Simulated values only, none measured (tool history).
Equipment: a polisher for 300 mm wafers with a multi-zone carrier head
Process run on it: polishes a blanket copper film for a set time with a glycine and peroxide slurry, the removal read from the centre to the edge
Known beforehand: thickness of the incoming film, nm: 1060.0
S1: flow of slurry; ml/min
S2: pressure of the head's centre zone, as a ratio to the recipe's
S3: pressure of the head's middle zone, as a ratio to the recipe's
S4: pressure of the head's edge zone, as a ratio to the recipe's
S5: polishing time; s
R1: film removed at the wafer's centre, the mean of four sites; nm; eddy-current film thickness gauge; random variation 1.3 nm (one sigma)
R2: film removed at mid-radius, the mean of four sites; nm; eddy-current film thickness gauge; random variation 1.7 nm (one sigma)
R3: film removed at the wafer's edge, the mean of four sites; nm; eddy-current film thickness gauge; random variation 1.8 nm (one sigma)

Run 1, hour 0: S1 170 ml/min, S2 1, S3 1, S4 1, S5 33 s. Result: R1 202.82 nm, R2 202.38 nm, R3 208.29 nm.
Run 2, hour 5.4: S1 170 ml/min, S2 1, S3 1, S4 1, S5 28 s. Result: R1 168.92 nm, R2 176.69 nm, R3 177.79 nm.
Run 3, hour 6.8: S1 170 ml/min, S2 1, S3 1, S4 0.98, S5 27 s. Result: R1 161.82 nm, R2 165.05 nm, R3 168.52 nm.
Run 4, hour 15.4: S1 170 ml/min, S2 0.93, S3 1, S4 0.98, S5 27 s. Result: R1 153.85 nm, R2 167.12 nm, R3 168.69 nm.
Run 5, hour 16.6: S1 150 ml/min, S2 0.93, S3 1, S4 0.98, S5 27 s. Result: R1 149.4 nm, R2 161.81 nm, R3 165.53 nm.
Run 6, hour 17.7: S1 150 ml/min, S2 0.94, S3 1, S4 0.96, S5 27 s. Result: R1 152.57 nm, R2 162.03 nm, R3 165.95 nm.
Run 7, hour 23.9: S1 155 ml/min, S2 0.95, S3 1, S4 0.95, S5 26 s. Result: R1 148.54 nm, R2 160.49 nm, R3 158.13 nm.
Run 8, hour 29.6: S1 155 ml/min, S2 0.95, S3 0.99, S4 0.94, S5 26 s. Result: R1 146.76 nm, R2 158.06 nm, R3 155.37 nm.

Run 9 comes next. What will it give?
Run 9, hour 33.1: S1 155 ml/min, S2 0.95, S3 0.98, S4 0.93, S5 26 s. Result: R1 ?, R2 ?, R3 ?.

For run 9 the tool returned R1 146.26 nm, R2 155.1 nm, R3 154.49 nm.

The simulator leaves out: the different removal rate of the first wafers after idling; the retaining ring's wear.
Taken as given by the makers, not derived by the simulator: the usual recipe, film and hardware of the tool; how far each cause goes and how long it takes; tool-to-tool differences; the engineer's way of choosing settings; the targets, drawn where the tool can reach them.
